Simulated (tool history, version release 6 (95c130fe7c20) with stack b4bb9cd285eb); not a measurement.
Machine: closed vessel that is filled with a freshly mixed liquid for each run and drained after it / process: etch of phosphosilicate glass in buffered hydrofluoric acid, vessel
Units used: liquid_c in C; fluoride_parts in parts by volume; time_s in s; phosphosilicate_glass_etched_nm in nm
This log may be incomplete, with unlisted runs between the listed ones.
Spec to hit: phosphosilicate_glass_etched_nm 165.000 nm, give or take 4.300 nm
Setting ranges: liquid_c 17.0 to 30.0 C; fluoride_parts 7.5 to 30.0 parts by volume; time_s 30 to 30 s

run  hour  liquid_c  fluoride_parts  time_s  phosphosilicate_glass_etched_nm
  1   0.0      22.0            22.0      30                           76.583
  2   4.9      22.0            22.0      30                           76.110
  3  11.7      23.5            20.0      30                           88.272
  4  12.6      21.0            20.0      30                           77.102
  5  18.3      21.0            25.0      30                           65.843
  6  21.7      21.0            28.5      30                           59.835
  7  24.0      23.0            25.0      30                           73.093
  8  25.7      27.0            18.0      30                          118.350
  9  31.2      27.5            17.0      30                          129.370
 10  34.3      28.0            16.5      30                          138.320
 11  39.3      28.5            16.0      30                          144.480
 12  47.1      29.0            16.0      30                          147.980
 13  54.5      29.0            15.5      30                          152.990
 14  56.4      29.5            15.5      30                          156.630
 15  64.7      29.5            15.5      30                          155.940
 16  69.0      30.0            14.5      30                          171.950

Exactly one of the 5 candidate moves below puts every result within its allowed miss. Which one?
  A  73.3      28.0            13.0      30                                ?
  B  73.3      30.0            15.0      30                                ?
  C  73.3      27.5            12.0      30                                ?
  D  73.3      29.0            15.0      30                                ?
  E  73.3      28.0            14.5      30                                ?

move  phosphosilicate_glass_etched_nm
   A                          172.710
   B                          166.880
   C                          181.860
   D                          158.300
   E                          155.190
A: the biggest miss grows against the last run
B: hits every target within its allowed miss
C: the biggest miss grows against the last run
D: takes the biggest miss from the last run beyond its target
E: takes the biggest miss from the last run beyond its target
Answer: B
